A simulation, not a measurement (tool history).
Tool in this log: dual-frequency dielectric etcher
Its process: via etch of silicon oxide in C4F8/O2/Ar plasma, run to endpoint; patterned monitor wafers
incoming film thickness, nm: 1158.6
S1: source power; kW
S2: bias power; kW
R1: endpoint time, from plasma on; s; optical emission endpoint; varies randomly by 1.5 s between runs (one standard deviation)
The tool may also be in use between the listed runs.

| run | hour | S1 | S2 | R1 |
|---|---|---|---|---|
| 1 | 0.0 | 1.690 | 2.312 | 230.45 |
| 2 | 3.4 | 1.830 | 2.312 | 223.27 |
| 3 | 4.9 | 2.120 | 2.312 | 209.13 |
| 4 | 12.9 | 2.290 | 2.312 | 202.29 |
| 5 | 16.4 | 2.180 | 2.312 | 207.29 |
| 6 | 20.2 | 1.980 | 2.136 | 220.43 |
| 7 | 21.7 | 1.810 | 1.997 | 232.81 |
| 8 | 28.8 | 1.680 | 1.894 | 245.42 |
| 9 | 32.8 | 1.580 | 1.837 | 251.24 |
| 10 | 39.6 | 1.500 | 1.784 | 259.43 |
| 11 | 47.9 | 1.440 | 1.750 | 263.54 |
| 12 | 55.0 | 1.390 | 1.720 | 271.77 |

The next listed run, before its measurement:
| 13 | 63.5 | 1.360 | 1.707 | ? |

{"run 13": {"R1": 273.1}}
